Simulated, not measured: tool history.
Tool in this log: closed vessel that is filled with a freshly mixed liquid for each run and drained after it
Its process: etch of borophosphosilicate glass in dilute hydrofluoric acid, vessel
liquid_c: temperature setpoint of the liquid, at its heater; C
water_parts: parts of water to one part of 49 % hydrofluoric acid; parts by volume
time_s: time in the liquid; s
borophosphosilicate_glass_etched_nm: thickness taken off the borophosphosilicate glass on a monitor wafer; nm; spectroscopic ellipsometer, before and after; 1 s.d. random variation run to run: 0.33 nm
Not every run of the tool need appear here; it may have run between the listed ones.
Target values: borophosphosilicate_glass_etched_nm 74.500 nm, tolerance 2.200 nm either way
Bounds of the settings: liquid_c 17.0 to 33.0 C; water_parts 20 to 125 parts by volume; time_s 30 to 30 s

run	hour	liquid_c	water_parts	time_s	borophosphosilicate_glass_etched_nm
1	0.0	25.0	70	30	27.513
2	7.9	25.0	90	30	20.935
3	16.3	25.0	105	30	17.601
4	23.6	27.5	75	30	28.198
5	29.4	25.5	75	30	26.275
6	32.4	27.5	75	30	28.351
7	38.5	29.5	55	30	42.878
8	40.3	30.5	45	30	55.031
9	43.7	31.5	40	30	65.783
10	47.2	32.0	40	30	66.476
11	50.4	32.0	40	30	66.648
12	57.0	32.5	40	30	67.765
13	60.7	33.0	40	30	69.400
14	64.6	33.0	35	30	80.000
15	71.9	32.5	35	30	78.314

Next run, 5 choices. One meets every target within its allowed miss, the rest don't. Which?
A	79.2	30.0	30	30	?
B	79.2	33.0	40	30	?
C	79.2	31.5	35	30	?
D	79.2	29.5	30	30	?
E	79.2	33.0	35	30	?

move	borophosphosilicate_glass_etched_nm
A	83.014
B	69.058
C	74.971
D	81.361
E	79.521
A: moves away from the targets compared with the last run
B: pushes the last run's worst result past its target
C: in spec on every target
D: moves away from the targets compared with the last run
E: moves away from the targets compared with the last run
The move that meets every target is C.

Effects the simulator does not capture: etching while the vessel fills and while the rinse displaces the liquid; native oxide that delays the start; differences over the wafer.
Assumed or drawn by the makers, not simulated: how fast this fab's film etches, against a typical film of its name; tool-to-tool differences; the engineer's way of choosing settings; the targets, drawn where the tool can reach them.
